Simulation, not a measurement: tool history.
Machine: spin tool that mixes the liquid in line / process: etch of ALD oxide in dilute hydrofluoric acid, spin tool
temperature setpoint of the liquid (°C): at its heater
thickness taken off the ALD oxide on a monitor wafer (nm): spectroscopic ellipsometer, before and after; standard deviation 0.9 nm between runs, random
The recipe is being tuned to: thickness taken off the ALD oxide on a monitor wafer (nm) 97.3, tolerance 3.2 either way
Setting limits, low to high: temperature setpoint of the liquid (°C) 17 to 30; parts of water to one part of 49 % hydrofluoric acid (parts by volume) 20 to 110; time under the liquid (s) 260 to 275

run,hour,temperature setpoint of the liquid (°C),parts of water to one part of 49 % hydrofluoric acid (parts by volume),time under the liquid (s),thickness taken off the ALD oxide on a monitor wafer (nm)
1,0,22,60,260,47.836
2,2,24.5,60,260,51.443
3,5.2,25.5,55,260,59.034
4,8.2,25.5,55,275,63.076
5,11.9,25.5,55,275,62.569
6,12.8,26.5,50,275,72.708
7,18.9,26.5,50,275,72.83
8,26.1,27,50,275,73.328
9,34.1,27,50,275,73.509
10,39.3,27.5,50,275,74.325
11,47.9,28,45,275,84.927
12,48.6,28,45,275,85.449
13,55,28.5,45,275,87.616
14,59.9,29,45,275,89.543
15,65.5,30,40,275,105.06
16,69.5,29.5,40,275,104.35
17,71.8,29.5,40,275,103.61

Exercise: of the 4 proposed moves below, exactly one satisfies all targets within the stated allowed misses. Which move is it?
A,74.1,30,40,275,?
B,74.1,29.5,35,260,?
C,74.1,29,40,260,?
D,74.1,30,45,270,?

move,thickness taken off the ALD oxide on a monitor wafer (nm)
A,106.32
B,113.5
C,96.6
D,92.069
A: lands further from the targets than the last run did
B: lands further from the targets than the last run did
C: every result within its allowed miss
D: carries the result that was furthest off beyond its target, to the other side
So the answer is move C, the one that meets all the targets.

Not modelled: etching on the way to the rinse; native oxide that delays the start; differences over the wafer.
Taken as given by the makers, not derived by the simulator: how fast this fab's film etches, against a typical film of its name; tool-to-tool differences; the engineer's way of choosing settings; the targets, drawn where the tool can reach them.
